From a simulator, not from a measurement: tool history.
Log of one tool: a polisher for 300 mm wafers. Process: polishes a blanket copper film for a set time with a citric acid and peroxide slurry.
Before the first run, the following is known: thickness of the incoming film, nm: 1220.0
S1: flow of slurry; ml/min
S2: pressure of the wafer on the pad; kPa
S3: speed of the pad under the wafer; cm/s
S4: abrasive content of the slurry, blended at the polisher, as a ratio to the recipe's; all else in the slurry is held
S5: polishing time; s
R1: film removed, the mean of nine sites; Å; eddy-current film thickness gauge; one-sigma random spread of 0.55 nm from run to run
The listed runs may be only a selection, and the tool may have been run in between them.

| run | hour | S1 | S2 | S3 | S4 | S5 | R1 |
|---|---|---|---|---|---|---|---|
| 1 | 0.0 | 320 | 24.8 | 76 | 1.00 | 54 | 1178.00 |
| 2 | 5.4 | 320 | 24.8 | 68 | 1.00 | 54 | 1059.30 |
| 3 | 13.5 | 320 | 24.8 | 68 | 0.90 | 54 | 1039.00 |
| 4 | 22.3 | 320 | 24.8 | 68 | 0.90 | 57 | 1109.50 |
| 5 | 29.5 | 320 | 24.8 | 68 | 0.75 | 57 | 1058.60 |
| 6 | 31.9 | 320 | 22.8 | 68 | 0.75 | 57 | 977.32 |
| 7 | 37.3 | 320 | 21.4 | 68 | 0.75 | 57 | 920.84 |
| 8 | 38.1 | 320 | 20.0 | 68 | 0.75 | 57 | 851.60 |
| 9 | 44.1 | 320 | 19.3 | 68 | 0.75 | 57 | 839.60 |
| 10 | 47.7 | 320 | 18.6 | 68 | 0.75 | 57 | 799.63 |
| 11 | 55.4 | 320 | 17.9 | 68 | 0.75 | 57 | 781.53 |

Run 12 is up next; what results do you expect?
| 12 | 57.0 | 320 | 17.2 | 68 | 0.75 | 57 | ? |

{"run 12": {"R1": 736.46}}
